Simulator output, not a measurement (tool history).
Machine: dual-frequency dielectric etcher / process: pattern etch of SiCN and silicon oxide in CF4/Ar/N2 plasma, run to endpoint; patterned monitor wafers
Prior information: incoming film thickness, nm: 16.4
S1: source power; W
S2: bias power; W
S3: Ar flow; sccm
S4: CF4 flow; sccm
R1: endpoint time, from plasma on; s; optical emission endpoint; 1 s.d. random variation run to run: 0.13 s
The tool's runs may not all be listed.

Run 1, day 0: S1 450 W, S2 78 W, S3 101 sccm, S4 74 sccm. Result: R1 18.282 s.
Run 2, day 0.329: S1 520 W, S2 78 W, S3 101 sccm, S4 74 sccm. Result: R1 16.111 s.
Run 3, day 0.667: S1 470 W, S2 77 W, S3 101 sccm, S4 74 sccm. Result: R1 17.603 s.
Run 4, day 0.854: S1 470 W, S2 77 W, S3 111 sccm, S4 74 sccm. Result: R1 17.848 s.
Run 5, day 1.171: S1 470 W, S2 77 W, S3 97 sccm, S4 74 sccm. Result: R1 17.478 s.
Run 6, day 1.267: S1 470 W, S2 77 W, S3 97 sccm, S4 66 sccm. Result: R1 17.859 s.
Run 7, day 1.542: S1 470 W, S2 77 W, S3 97 sccm, S4 66 sccm. Result: R1 17.805 s.

What will run 8 give?
Run 8, day 1.85: S1 470 W, S2 77 W, S3 97 sccm, S4 66 sccm. Result: R1 ?.

{"run 8": {"R1": 17.755}}

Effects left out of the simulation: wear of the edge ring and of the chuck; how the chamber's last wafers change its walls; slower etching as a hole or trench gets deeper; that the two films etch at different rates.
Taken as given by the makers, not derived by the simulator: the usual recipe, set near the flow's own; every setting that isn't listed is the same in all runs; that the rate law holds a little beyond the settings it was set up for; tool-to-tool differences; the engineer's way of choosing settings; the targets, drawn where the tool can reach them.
